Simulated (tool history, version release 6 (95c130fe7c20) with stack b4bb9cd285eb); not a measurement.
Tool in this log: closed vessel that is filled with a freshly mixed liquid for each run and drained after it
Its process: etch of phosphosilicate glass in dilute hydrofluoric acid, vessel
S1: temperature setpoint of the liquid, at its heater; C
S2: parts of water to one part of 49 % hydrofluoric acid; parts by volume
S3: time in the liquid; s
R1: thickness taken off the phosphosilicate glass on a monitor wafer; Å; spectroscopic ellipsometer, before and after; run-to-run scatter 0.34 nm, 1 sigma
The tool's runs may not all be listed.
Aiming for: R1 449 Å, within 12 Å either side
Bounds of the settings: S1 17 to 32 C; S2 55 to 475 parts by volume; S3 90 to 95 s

| run | hour | S1 | S2 | S3 | R1 |
|---|---|---|---|---|---|
| 1 | 0 | 24 | 265 | 90 | 353.44 |
| 2 | 3.3 | 25 | 265 | 90 | 371.59 |
| 3 | 9.3 | 25.5 | 265 | 90 | 383.26 |
| 4 | 10.7 | 25.5 | 265 | 95 | 397.58 |
| 5 | 13.9 | 23 | 265 | 95 | 361.67 |
| 6 | 16.8 | 23 | 265 | 90 | 345.35 |
| 7 | 18.1 | 24 | 265 | 90 | 360.84 |
| 8 | 26.2 | 25 | 265 | 90 | 373.17 |
| 9 | 30.1 | 25.5 | 265 | 90 | 375.64 |
| 10 | 31 | 26 | 265 | 90 | 383.75 |
| 11 | 37.4 | 26.5 | 265 | 90 | 395.08 |
| 12 | 39.5 | 27 | 265 | 90 | 397.99 |
| 13 | 43.1 | 27.5 | 265 | 90 | 401.02 |
| 14 | 46.1 | 28 | 265 | 90 | 412.81 |
| 15 | 50.1 | 28.5 | 265 | 90 | 424.5 |
| 16 | 53.2 | 29.5 | 265 | 90 | 436.75 |

4 candidate next runs follow, results not yet known. Just one meets every target within its allowed miss. Identify it.
| A | 56.3 | 31.5 | 280 | 90 | ? |
| B | 56.3 | 30 | 260 | 90 | ? |
| C | 56.3 | 28 | 260 | 90 | ? |
| D | 56.3 | 29.5 | 270 | 90 | ? |

| move | R1 |
|---|---|
| A | 425.85 |
| B | 446.92 |
| C | 417.96 |
| D | 418.54 |
A: its largest miss is bigger than the last run's
B: meets every target
C: its largest miss is bigger than the last run's
D: its largest miss is bigger than the last run's
B is the move that brings every result within its allowed miss.
